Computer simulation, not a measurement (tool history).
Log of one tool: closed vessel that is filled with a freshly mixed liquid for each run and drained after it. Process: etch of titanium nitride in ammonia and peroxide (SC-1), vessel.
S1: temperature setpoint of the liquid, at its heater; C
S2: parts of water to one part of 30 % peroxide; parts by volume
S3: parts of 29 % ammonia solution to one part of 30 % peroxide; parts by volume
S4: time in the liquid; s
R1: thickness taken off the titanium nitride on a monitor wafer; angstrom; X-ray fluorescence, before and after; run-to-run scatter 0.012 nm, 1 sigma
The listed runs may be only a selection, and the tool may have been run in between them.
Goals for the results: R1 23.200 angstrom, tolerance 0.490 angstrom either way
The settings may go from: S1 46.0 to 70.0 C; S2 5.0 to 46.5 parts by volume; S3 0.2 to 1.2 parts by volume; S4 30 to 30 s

{"run": 1, "hour": 0.0, "S1": 62.0, "S2": 25.5, "S3": 1.0, "S4": 30, "R1": 33.83}
{"run": 2, "hour": 8.7, "S1": 60.0, "S2": 25.5, "S3": 1.0, "S4": 30, "R1": 29.688}
{"run": 3, "hour": 12.0, "S1": 59.0, "S2": 25.5, "S3": 1.0, "S4": 30, "R1": 27.611}
{"run": 4, "hour": 17.1, "S1": 65.5, "S2": 25.5, "S3": 1.0, "S4": 30, "R1": 41.917}
{"run": 5, "hour": 18.4, "S1": 65.5, "S2": 34.5, "S3": 1.0, "S4": 30, "R1": 35.456}
{"run": 6, "hour": 19.6, "S1": 65.5, "S2": 34.5, "S3": 1.0, "S4": 30, "R1": 35.629}
{"run": 7, "hour": 23.6, "S1": 63.5, "S2": 34.5, "S3": 1.0, "S4": 30, "R1": 31.237}
{"run": 8, "hour": 31.2, "S1": 62.0, "S2": 34.5, "S3": 1.0, "S4": 30, "R1": 28.333}
{"run": 9, "hour": 32.4, "S1": 61.0, "S2": 34.5, "S3": 1.0, "S4": 30, "R1": 26.453}

Exactly one of the 4 candidate moves below puts every result within its allowed miss. Which one?
{"run": "A", "hour": 33.6, "S1": 59.0, "S2": 33.5, "S3": 1.2, "S4": 30, "R1": "?"}
{"run": "B", "hour": 33.6, "S1": 60.0, "S2": 43.5, "S3": 1.0, "S4": 30, "R1": "?"}
{"run": "C", "hour": 33.6, "S1": 58.0, "S2": 32.5, "S3": 1.2, "S4": 30, "R1": "?"}
{"run": "D", "hour": 33.6, "S1": 59.0, "S2": 32.5, "S3": 1.2, "S4": 30, "R1": "?"}

move=A R1=24.463
move=B R1=21.778
move=C R1=23.291
move=D R1=24.884
A: an improvement on the last run, though not all results are within tolerance
B: the result that was furthest off in the last run now lies on the other side of its target
C: in spec on every target
D: an improvement on the last run, though not all results are within tolerance
So the answer is move C, the one that meets all the targets.
